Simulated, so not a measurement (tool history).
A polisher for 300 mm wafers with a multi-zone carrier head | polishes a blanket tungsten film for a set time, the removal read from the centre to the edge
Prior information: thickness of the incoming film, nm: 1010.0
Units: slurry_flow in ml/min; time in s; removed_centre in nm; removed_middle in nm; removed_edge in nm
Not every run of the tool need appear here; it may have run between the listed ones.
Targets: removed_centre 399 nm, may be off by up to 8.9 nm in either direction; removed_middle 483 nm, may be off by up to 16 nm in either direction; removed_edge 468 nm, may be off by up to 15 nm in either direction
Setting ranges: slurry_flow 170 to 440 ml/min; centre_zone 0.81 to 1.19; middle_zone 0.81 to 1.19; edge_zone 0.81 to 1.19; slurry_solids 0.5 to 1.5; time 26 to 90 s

run    day  slurry_flow  centre_zone  middle_zone  edge_zone  slurry_solids  time  removed_centre  removed_middle  removed_edge
  1      0          280            1            1          1              1    58          403.61          395.44        402.68
  2  0.283          295         0.98         1.04       1.04           1.05    58          400.61          413.22        419.28
  3  0.558          310         0.97         1.07       1.07            1.1    58          408.01          437.73         418.5
  4  0.658          310         0.97         1.07       1.07            1.1    44          306.89          325.99        324.16
  5  0.746          290         0.95         1.08       1.09            1.2    48          332.69           373.5        365.19
  6  0.979          275         0.95         1.08       1.11           1.25    50          349.59          385.65         379.8
  7  1.338          270         0.93         1.08       1.12            1.3    52          358.18          407.27        401.74
  8  1.512          265         0.92         1.09       1.13           1.35    53          360.48          414.23        418.77
  9  1.583          270         0.92         1.11       1.14            1.4    54          376.03          441.18        429.38
 10  1.758          280         0.92         1.11       1.15            1.4    54          381.06           446.8        429.45
 11  1.783          275         0.91         1.11       1.16            1.4    55          376.32          443.09        436.56
 12  2.088          275         0.91         1.12       1.16            1.4    56          381.55          446.29        448.74
 13  2.229          280         0.91         1.13       1.16            1.4    56          390.28          469.82        453.71
 14  2.554          280         0.91         1.13       1.17            1.4    56          388.09          460.14        447.29
 15  2.846          315         0.89         1.15       1.19            1.5    56          391.85          480.72        464.77

Consider the 5 candidate settings below. Which is the only one whose results all fall within their allowed miss of target?
  A  3.138          270         0.87         1.18       1.18            1.5    57               ?               ?             ?
  B  3.138          295         0.88         1.19       1.16            1.5    56               ?               ?             ?
  C  3.138          380         0.84         1.06       1.19           1.35    59               ?               ?             ?
  D  3.138          235         0.89         1.12        1.1            1.5    59               ?               ?             ?
  E  3.138          230         0.85         1.12       1.12            1.4    60               ?               ?             ?

move  removed_centre  removed_middle  removed_edge
   A          378.71          496.96        466.49
   B          379.95          495.65        458.33
   C          379.68          473.67        482.19
   D          394.49          486.61        466.08
   E          374.96          484.71        467.41
A: further off than the last run
B: further off than the last run
C: further off than the last run
D: all results in spec
E: further off than the last run
Answer: D

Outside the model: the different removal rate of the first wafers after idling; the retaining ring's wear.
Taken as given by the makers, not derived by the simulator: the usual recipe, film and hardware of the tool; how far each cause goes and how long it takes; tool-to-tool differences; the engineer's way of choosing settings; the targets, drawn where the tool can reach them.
